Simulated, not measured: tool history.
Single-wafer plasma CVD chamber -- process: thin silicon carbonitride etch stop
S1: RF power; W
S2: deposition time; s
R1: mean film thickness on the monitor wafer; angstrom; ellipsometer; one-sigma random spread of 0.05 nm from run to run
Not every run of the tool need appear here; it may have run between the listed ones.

Run 1, hour 0.0: S1 180 W, S2 25.8 s. Result: R1 140.590 angstrom.
Run 2, hour 5.2: S1 170 W, S2 24.5 s. Result: R1 132.900 angstrom.
Run 3, hour 6.2: S1 155 W, S2 24.5 s. Result: R1 129.060 angstrom.
Run 4, hour 13.9: S1 135 W, S2 24.5 s. Result: R1 126.540 angstrom.
Run 5, hour 17.5: S1 135 W, S2 23.4 s. Result: R1 121.980 angstrom.
Run 6, hour 19.9: S1 135 W, S2 22.4 s. Result: R1 115.810 angstrom.
Run 7, hour 28.1: S1 135 W, S2 21.8 s. Result: R1 113.380 angstrom.
Run 8, hour 32.3: S1 135 W, S2 21.3 s. Result: R1 110.320 angstrom.
Run 9, hour 36.7: S1 135 W, S2 21.0 s. Result: R1 109.100 angstrom.
Run 10, hour 37.4: S1 135 W, S2 20.7 s. Result: R1 107.470 angstrom.

Run 11 has not been measured yet. What should we expect?
Run 11, hour 43.5: S1 125 W, S2 19.5 s. Result: R1 ?.

R1: 99.203 angstrom
